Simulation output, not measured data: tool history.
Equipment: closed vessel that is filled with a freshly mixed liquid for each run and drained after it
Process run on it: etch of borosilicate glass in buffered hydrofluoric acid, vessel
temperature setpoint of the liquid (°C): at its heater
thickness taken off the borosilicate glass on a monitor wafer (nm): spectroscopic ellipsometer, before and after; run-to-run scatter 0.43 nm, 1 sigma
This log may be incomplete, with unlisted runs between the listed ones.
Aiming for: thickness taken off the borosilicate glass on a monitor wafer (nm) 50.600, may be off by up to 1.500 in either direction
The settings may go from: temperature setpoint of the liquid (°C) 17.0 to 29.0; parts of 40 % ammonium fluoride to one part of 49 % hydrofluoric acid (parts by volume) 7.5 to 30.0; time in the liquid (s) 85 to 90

run  hour  temperature setpoint of the liquid (°C)  parts of 40 % ammonium fluoride to one part of 49 % hydrofluoric acid (parts by volume)  time in the liquid (s)  thickness taken off the borosilicate glass on a monitor wafer (nm)
  1   0.0                                     21.0                                                                                     22.0                      85                                                              43.807
  2   5.8                                     21.0                                                                                     27.0                      85                                                              38.637
  3  11.0                                     21.0                                                                                     27.0                      90                                                              40.708
  4  15.1                                     21.0                                                                                     29.5                      90                                                              38.196
     20.6  -- hydrofluoric acid flow meter replaced
  5  20.6                                     21.5                                                                                     29.5                      90                                                              38.440
  6  29.0                                     22.0                                                                                     29.5                      90                                                              39.501
  7  30.7                                     22.5                                                                                     29.5                      90                                                              40.515
  8  32.0                                     23.0                                                                                     29.5                      90                                                              41.840
  9  39.2                                     23.5                                                                                     29.5                      90                                                              43.132
 10  43.6                                     24.0                                                                                     29.5                      90                                                              43.644
 11  50.3                                     24.5                                                                                     29.5                      90                                                              44.649

Which of these 4 next moves meets every target?
  A  57.0                                     25.5                                                                                     27.5                      90                                                                   ?
  B  57.0                                     25.0                                                                                     23.5                      90                                                                   ?
  C  57.0                                     25.0                                                                                     29.5                      90                                                                   ?
  D  57.0                                     25.0                                                                                     27.0                      85                                                                   ?

move  thickness taken off the borosilicate glass on a monitor wafer (nm)
   A                                                              49.910
   B                                                              54.167
   C                                                              46.287
   D                                                              46.473
A: every result lands within tolerance
B: takes the biggest miss from the last run beyond its target
C: gains on the last run, yet a result remains outside its allowed miss
D: gains on the last run, yet a result remains outside its allowed miss
The right move is A.
